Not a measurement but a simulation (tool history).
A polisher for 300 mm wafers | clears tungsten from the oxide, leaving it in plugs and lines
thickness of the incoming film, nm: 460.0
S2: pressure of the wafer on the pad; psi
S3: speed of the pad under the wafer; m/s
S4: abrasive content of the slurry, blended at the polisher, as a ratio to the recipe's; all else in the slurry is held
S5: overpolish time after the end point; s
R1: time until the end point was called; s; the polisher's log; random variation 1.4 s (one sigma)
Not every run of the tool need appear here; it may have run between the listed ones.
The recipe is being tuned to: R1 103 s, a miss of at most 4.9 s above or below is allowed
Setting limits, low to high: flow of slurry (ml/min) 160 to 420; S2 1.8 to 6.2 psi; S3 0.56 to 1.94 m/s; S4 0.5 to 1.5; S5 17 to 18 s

run 1 hour=0 | flow_of_slurry_(ml/min)=270 S2=4 S3=1.24 S4=1 S5=17 | R1=77.568
run 2 hour=5.9 | flow_of_slurry_(ml/min)=270 S2=3.7 S3=1.24 S4=1 S5=17 | R1=83.534
run 3 hour=7.4 | flow_of_slurry_(ml/min)=270 S2=3.7 S3=1.1 S4=1 S5=17 | R1=93.149
run 4 hour=8.8 | flow_of_slurry_(ml/min)=270 S2=4.6 S3=1.1 S4=1 S5=17 | R1=77.223
run 5 hour=13.9 | flow_of_slurry_(ml/min)=270 S2=4.3 S3=1.08 S4=1 S5=17 | R1=83.35
run 6 hour=20.2 | flow_of_slurry_(ml/min)=270 S2=4.1 S3=1.08 S4=1 S5=17 | R1=88.112
run 7 hour=21.9 | flow_of_slurry_(ml/min)=270 S2=3.9 S3=1.08 S4=1 S5=17 | R1=91.13
run 8 hour=29.3 | flow_of_slurry_(ml/min)=270 S2=3.8 S3=1.08 S4=1 S5=17 | R1=94.063

5 next moves are on the table. One of them brings every result within its allowed miss. Which?
run A hour=36.7 | flow_of_slurry_(ml/min)=300 S2=4.2 S3=0.98 S4=1.3 S5=18 | R1=?
run B hour=36.7 | flow_of_slurry_(ml/min)=290 S2=3 S3=1.62 S4=0.5 S5=17 | R1=?
run C hour=36.7 | flow_of_slurry_(ml/min)=175 S2=4.4 S3=0.86 S4=1.1 S5=18 | R1=?
run D hour=36.7 | flow_of_slurry_(ml/min)=305 S2=4.8 S3=0.68 S4=1 S5=17 | R1=?
run E hour=36.7 | flow_of_slurry_(ml/min)=220 S2=4.1 S3=1.08 S4=0.95 S5=18 | R1=?

move=A R1=87.986
move=B R1=88.585
move=C R1=105.03
move=D R1=116.29
move=E R1=90.208
A: moves away from the targets compared with the last run
B: moves away from the targets compared with the last run
C: each result inside its tolerance
D: takes the result that was furthest off past its target
E: moves away from the targets compared with the last run
Move C is the one to make.
